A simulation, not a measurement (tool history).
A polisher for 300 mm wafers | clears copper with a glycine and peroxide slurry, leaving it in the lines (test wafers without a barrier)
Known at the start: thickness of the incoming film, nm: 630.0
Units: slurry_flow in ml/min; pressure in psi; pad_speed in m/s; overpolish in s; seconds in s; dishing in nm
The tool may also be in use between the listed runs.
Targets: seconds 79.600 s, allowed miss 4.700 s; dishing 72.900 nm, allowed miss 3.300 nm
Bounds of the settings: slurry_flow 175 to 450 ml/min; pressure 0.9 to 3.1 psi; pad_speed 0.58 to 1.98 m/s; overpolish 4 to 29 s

Run 1, hour 0.0: slurry_flow 290 ml/min, pressure 2.0 psi, pad_speed 1.28 m/s, overpolish 15 s. Result: seconds 131.550 s, dishing 42.269 nm.
Run 2, hour 2.4: slurry_flow 290 ml/min, pressure 2.2 psi, pad_speed 1.32 m/s, overpolish 15 s. Result: seconds 118.240 s, dishing 46.209 nm.
Run 3, hour 8.0: slurry_flow 290 ml/min, pressure 2.4 psi, pad_speed 1.34 m/s, overpolish 15 s. Result: seconds 114.220 s, dishing 47.406 nm.
Run 4, hour 9.3: slurry_flow 290 ml/min, pressure 2.5 psi, pad_speed 1.42 m/s, overpolish 16 s. Result: seconds 105.670 s, dishing 53.344 nm.
Run 5, hour 15.6: slurry_flow 290 ml/min, pressure 2.7 psi, pad_speed 1.42 m/s, overpolish 16 s. Result: seconds 97.562 s, dishing 56.787 nm.
Run 6, hour 17.5: slurry_flow 290 ml/min, pressure 2.4 psi, pad_speed 1.42 m/s, overpolish 16 s. Result: seconds 112.050 s, dishing 51.676 nm.
Run 7, hour 24.5: slurry_flow 295 ml/min, pressure 3.0 psi, pad_speed 1.54 m/s, overpolish 18 s. Result: seconds 82.466 s, dishing 67.437 nm.
Run 8, hour 25.9: slurry_flow 295 ml/min, pressure 3.0 psi, pad_speed 1.54 m/s, overpolish 19 s. Result: seconds 86.868 s, dishing 68.223 nm.
Run 9, hour 29.5: slurry_flow 295 ml/min, pressure 3.0 psi, pad_speed 1.56 m/s, overpolish 19 s. Result: seconds 83.828 s, dishing 71.971 nm.

5 next moves are on the table. One of them brings every result within its allowed miss. Which?
Run A, hour 33.1: slurry_flow 295 ml/min, pressure 2.6 psi, pad_speed 1.72 m/s, overpolish 22 s. Result: seconds ?, dishing ?.
Run B, hour 33.1: slurry_flow 350 ml/min, pressure 2.6 psi, pad_speed 1.66 m/s, overpolish 23 s. Result: seconds ?, dishing ?.
Run C, hour 33.1: slurry_flow 340 ml/min, pressure 2.4 psi, pad_speed 1.78 m/s, overpolish 21 s. Result: seconds ?, dishing ?.
Run D, hour 33.1: slurry_flow 290 ml/min, pressure 2.9 psi, pad_speed 1.48 m/s, overpolish 21 s. Result: seconds ?, dishing ?.
Run E, hour 33.1: slurry_flow 345 ml/min, pressure 2.8 psi, pad_speed 1.80 m/s, overpolish 19 s. Result: seconds ?, dishing ?.

move  seconds  dishing
   A   89.951   74.656
   B   91.509   75.977
   C   92.586   70.821
   D   92.421   72.252
   E   81.131   72.980
A: further off than the last run
B: further off than the last run
C: further off than the last run
D: further off than the last run
E: meets every target
Move E is the one to make.
